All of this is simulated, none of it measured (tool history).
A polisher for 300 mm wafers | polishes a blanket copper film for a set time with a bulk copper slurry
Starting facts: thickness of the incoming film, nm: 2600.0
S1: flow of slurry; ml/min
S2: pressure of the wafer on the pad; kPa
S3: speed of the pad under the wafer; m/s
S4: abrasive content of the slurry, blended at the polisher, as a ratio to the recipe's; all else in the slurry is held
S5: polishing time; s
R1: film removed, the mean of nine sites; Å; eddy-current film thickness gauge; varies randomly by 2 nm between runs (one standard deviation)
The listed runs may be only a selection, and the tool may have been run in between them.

run  hour   S1    S2    S3  S4  S5      R1
  1     0  205  17.9  0.96   1  35    2446
  2   1.2  205  15.9  0.94   1  35  2155.6
  3   3.6  205  13.8  0.94   1  35  1959.4
  4   5.6  205  17.9  0.94   1  35  2427.4
  5   9.6  205  15.2  0.92   1  35  2058.9
  6  17.5  205  15.2  0.92   1  35  2118.2
  7  19.2  205  13.1   0.9   1  35  1807.6
  8  24.5  205  12.4   0.9   1  35  1692.7

Run 9, settings as shown, results not yet in. Your forecast:
  9  25.8  205  11.7  0.9   1  35   ?

{"run 9": {"R1": 1687.4}}
